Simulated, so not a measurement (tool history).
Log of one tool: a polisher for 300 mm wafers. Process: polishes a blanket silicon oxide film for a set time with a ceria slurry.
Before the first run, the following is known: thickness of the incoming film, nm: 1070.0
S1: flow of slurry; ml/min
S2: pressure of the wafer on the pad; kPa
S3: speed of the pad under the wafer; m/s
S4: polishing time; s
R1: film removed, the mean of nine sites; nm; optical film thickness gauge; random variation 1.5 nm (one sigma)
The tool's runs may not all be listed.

run,hour,S1,S2,S3,S4,R1
1,0,245,14.5,1.26,75,290.48
2,5.1,240,13.1,1.26,75,260.03
3,12.6,235,12.4,1.26,75,246.67
4,17.3,230,11.7,1.26,75,233.38
5,23.4,225,11.7,1.26,75,230.18
6,24,210,11.7,1.26,75,227.39
7,29.8,200,11.7,1.26,75,228.53

Run 8, settings as shown, results not yet in. Your forecast:
8,36.2,195,11.7,1.26,75,?

R1: 226.82 nm
